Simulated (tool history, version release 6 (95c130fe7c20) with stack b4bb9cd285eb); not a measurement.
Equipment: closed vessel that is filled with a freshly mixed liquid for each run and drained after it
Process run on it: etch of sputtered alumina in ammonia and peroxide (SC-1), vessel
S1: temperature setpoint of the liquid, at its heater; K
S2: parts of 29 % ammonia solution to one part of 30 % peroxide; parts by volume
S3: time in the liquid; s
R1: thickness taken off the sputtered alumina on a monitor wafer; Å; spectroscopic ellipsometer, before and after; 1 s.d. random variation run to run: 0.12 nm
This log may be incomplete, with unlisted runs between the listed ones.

run,hour,S1,S2,S3,R1
1,0.0,322.15,0.90,715,345.23
2,4.1,321.15,0.90,715,326.23
3,5.6,321.15,1.15,715,333.87
4,8.1,320.15,1.15,715,317.94
5,16.8,319.15,1.15,715,300.09
6,24.7,319.15,1.20,715,303.73
7,25.9,318.65,1.20,715,293.32
8,29.2,318.65,1.20,715,293.16
9,32.8,318.15,1.20,715,283.28
10,41.4,317.65,1.20,715,276.18
11,46.4,317.15,1.20,715,267.67

Expected results for the next run?
12,47.3,316.65,1.20,715,?

R1: 259.76 Å
